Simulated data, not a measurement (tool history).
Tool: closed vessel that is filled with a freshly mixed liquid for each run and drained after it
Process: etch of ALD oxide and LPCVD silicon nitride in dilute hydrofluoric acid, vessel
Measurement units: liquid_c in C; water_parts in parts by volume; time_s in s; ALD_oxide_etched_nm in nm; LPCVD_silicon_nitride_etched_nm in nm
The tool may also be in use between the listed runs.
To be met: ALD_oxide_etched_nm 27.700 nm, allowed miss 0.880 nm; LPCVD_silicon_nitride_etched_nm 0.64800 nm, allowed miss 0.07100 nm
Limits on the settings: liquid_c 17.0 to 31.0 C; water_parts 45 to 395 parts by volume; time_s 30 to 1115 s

run	hour	liquid_c	water_parts	time_s	ALD_oxide_etched_nm	LPCVD_silicon_nitride_etched_nm
1	0.0	23.0	220	570	53.214	1.25110
2	5.1	22.0	245	570	44.835	1.01860
3	11.8	22.0	245	370	29.100	0.65260
4	16.5	22.0	245	225	17.754	0.43268
5	25.4	22.0	320	225	12.663	0.29103
6	27.4	22.5	280	230	15.316	0.37560
7	30.2	19.5	190	260	24.933	0.50966
8	32.4	20.5	190	260	26.653	0.55445

Which one of the following 5 next-run settings gets every result inside its allowed miss? There is exactly one.
A	34.6	21.5	190	235	?	?
B	34.6	23.5	270	350	?	?
C	34.6	31.0	255	255	?	?
D	34.6	25.0	170	200	?	?
E	34.6	18.0	225	340	?	?

move	ALD_oxide_etched_nm	LPCVD_silicon_nitride_etched_nm
A	24.833	0.54599
B	25.850	0.65368
C	26.187	0.79062
D	27.549	0.64917
E	25.626	0.53289
A: lands further from the targets than the last run did
B: the furthest-off result lands on target, but another misses its tolerance
C: pushes the last run's worst result past its target
D: meets every target
E: lands further from the targets than the last run did
The right move is D.
